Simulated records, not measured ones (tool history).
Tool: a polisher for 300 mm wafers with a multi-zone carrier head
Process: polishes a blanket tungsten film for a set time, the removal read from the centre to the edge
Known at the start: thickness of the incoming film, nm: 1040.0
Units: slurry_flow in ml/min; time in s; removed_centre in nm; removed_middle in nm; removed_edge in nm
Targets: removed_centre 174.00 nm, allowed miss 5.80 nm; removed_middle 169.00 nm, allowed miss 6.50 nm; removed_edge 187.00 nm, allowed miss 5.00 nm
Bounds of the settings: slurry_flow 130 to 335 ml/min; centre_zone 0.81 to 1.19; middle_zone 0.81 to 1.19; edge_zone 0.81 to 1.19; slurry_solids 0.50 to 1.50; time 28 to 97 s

Run 1, hour 0.0: slurry_flow 215 ml/min, centre_zone 1.00, middle_zone 1.00, edge_zone 1.00, slurry_solids 1.00, time 62 s. Result: removed_centre 309.54 nm, removed_middle 312.05 nm, removed_edge 307.30 nm.
Run 2, hour 2.4: slurry_flow 215 ml/min, centre_zone 1.00, middle_zone 1.00, edge_zone 0.91, slurry_solids 1.00, time 62 s. Result: removed_centre 309.23 nm, removed_middle 306.53 nm, removed_edge 290.07 nm.
Run 3, hour 3.9: slurry_flow 205 ml/min, centre_zone 0.97, middle_zone 0.96, edge_zone 0.90, slurry_solids 0.90, time 59 s. Result: removed_centre 276.79 nm, removed_middle 272.33 nm, removed_edge 271.31 nm.
Run 4, hour 5.8: slurry_flow 205 ml/min, centre_zone 0.97, middle_zone 0.96, edge_zone 0.90, slurry_solids 0.90, time 66 s. Result: removed_centre 310.29 nm, removed_middle 303.97 nm, removed_edge 300.05 nm.
Run 5, hour 7.6: slurry_flow 205 ml/min, centre_zone 0.97, middle_zone 0.96, edge_zone 0.94, slurry_solids 0.90, time 66 s. Result: removed_centre 310.59 nm, removed_middle 302.50 nm, removed_edge 305.00 nm.
Run 6, hour 9.2: slurry_flow 205 ml/min, centre_zone 0.97, middle_zone 0.96, edge_zone 0.88, slurry_solids 0.90, time 66 s. Result: removed_centre 308.47 nm, removed_middle 305.67 nm, removed_edge 297.45 nm.
Run 7, hour 10.7: slurry_flow 200 ml/min, centre_zone 0.95, middle_zone 0.94, edge_zone 0.87, slurry_solids 0.80, time 61 s. Result: removed_centre 276.35 nm, removed_middle 270.91 nm, removed_edge 263.13 nm.
Run 8, hour 16.4: slurry_flow 145 ml/min, centre_zone 0.85, middle_zone 0.84, edge_zone 0.97, slurry_solids 0.55, time 43 s. Result: removed_centre 148.54 nm, removed_middle 144.85 nm, removed_edge 172.45 nm.
Run 9, hour 22.3: slurry_flow 165 ml/min, centre_zone 0.86, middle_zone 0.85, edge_zone 0.97, slurry_solids 0.55, time 43 s. Result: removed_centre 150.47 nm, removed_middle 156.73 nm, removed_edge 176.10 nm.
Run 10, hour 23.2: slurry_flow 200 ml/min, centre_zone 0.96, middle_zone 0.82, edge_zone 1.01, slurry_solids 0.60, time 43 s. Result: removed_centre 179.13 nm, removed_middle 158.08 nm, removed_edge 189.32 nm.

4 next moves are on the table. One of them brings every result within its allowed miss. Which?
Run A, hour 24.1: slurry_flow 200 ml/min, centre_zone 1.11, middle_zone 0.99, edge_zone 1.08, slurry_solids 0.65, time 38 s. Result: removed_centre ?, removed_middle ?, removed_edge ?.
Run B, hour 24.1: slurry_flow 210 ml/min, centre_zone 0.94, middle_zone 0.90, edge_zone 1.03, slurry_solids 0.65, time 41 s. Result: removed_centre ?, removed_middle ?, removed_edge ?.
Run C, hour 24.1: slurry_flow 295 ml/min, centre_zone 1.07, middle_zone 0.85, edge_zone 1.07, slurry_solids 0.50, time 40 s. Result: removed_centre ?, removed_middle ?, removed_edge ?.
Run D, hour 24.1: slurry_flow 200 ml/min, centre_zone 0.98, middle_zone 0.81, edge_zone 0.96, slurry_solids 0.70, time 42 s. Result: removed_centre ?, removed_middle ?, removed_edge ?.

move  removed_centre  removed_middle  removed_edge
   A          190.53          163.39        174.54
   B          175.26          164.20        185.23
   C          191.92          149.80        178.87
   D          188.84          155.79        185.86
A: brings the result that was furthest off to its target, and leaves another outside
B: meets every target
C: further off than the last run
D: further off than the last run
Answer: B
